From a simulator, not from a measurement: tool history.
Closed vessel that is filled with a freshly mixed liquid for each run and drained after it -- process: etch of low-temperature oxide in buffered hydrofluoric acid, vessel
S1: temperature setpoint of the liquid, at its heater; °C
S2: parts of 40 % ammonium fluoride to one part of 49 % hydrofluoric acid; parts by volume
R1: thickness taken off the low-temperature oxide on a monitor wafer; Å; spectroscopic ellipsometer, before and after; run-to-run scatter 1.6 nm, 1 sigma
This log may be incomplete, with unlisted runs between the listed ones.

Run 1, day 0.000: S1 24.0 °C, S2 15.0 parts by volume, time in the liquid (s) 85. Result: R1 1869.5 Å.
Run 2, day 0.275: S1 25.5 °C, S2 15.0 parts by volume, time in the liquid (s) 85. Result: R1 1983.3 Å.
Run 3, day 0.571: S1 26.0 °C, S2 15.0 parts by volume, time in the liquid (s) 85. Result: R1 2056.9 Å.
Run 4, day 0.738: S1 26.0 °C, S2 11.5 parts by volume, time in the liquid (s) 85. Result: R1 2680.9 Å.
Run 5, day 0.862: S1 26.0 °C, S2 11.5 parts by volume, time in the liquid (s) 95. Result: R1 3011.1 Å.
Run 6, day 0.958: S1 26.0 °C, S2 11.5 parts by volume, time in the liquid (s) 95. Result: R1 2978.9 Å.
Run 7, day 1.221: S1 25.5 °C, S2 11.5 parts by volume, time in the liquid (s) 95. Result: R1 2929.8 Å.
Run 8, day 1.325: S1 25.0 °C, S2 11.5 parts by volume, time in the liquid (s) 95. Result: R1 2826.0 Å.

Expected results for the next run?
Run 9, day 1.392: S1 24.5 °C, S2 11.5 parts by volume, time in the liquid (s) 95. Result: R1 ?.

R1: 2763.8 Å

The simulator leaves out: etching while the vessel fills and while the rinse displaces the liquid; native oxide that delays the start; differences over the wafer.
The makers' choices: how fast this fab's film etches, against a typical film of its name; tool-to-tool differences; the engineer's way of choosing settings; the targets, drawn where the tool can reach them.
